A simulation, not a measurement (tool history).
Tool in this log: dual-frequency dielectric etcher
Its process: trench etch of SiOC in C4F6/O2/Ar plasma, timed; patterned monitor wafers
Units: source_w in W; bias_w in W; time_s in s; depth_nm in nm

{"run": 1, "hour": 0.0, "source_w": 320, "bias_w": 180, "time_s": 15.5, "depth_nm": 28.232}
{"run": 2, "hour": 7.4, "source_w": 320, "bias_w": 180, "time_s": 14.5, "depth_nm": 26.261}
{"run": 3, "hour": 10.2, "source_w": 360, "bias_w": 188, "time_s": 14.5, "depth_nm": 27.255}
{"run": 4, "hour": 13.1, "source_w": 360, "bias_w": 177, "time_s": 14.5, "depth_nm": 26.93}
{"run": 5, "hour": 22.1, "source_w": 390, "bias_w": 177, "time_s": 14.5, "depth_nm": 27.261}
{"run": 6, "hour": 25.2, "source_w": 400, "bias_w": 197, "time_s": 14.5, "depth_nm": 28.17}
{"run": 7, "hour": 28.2, "source_w": 410, "bias_w": 211, "time_s": 15.0, "depth_nm": 29.942}
{"run": 8, "hour": 31.0, "source_w": 420, "bias_w": 217, "time_s": 15.0, "depth_nm": 30.382}

Run 9, settings as shown, results not yet in. Your forecast:
{"run": 9, "hour": 36.8, "source_w": 420, "bias_w": 221, "time_s": 15.0, "depth_nm": "?"}

Run 9 produced depth_nm 30.537 nm.
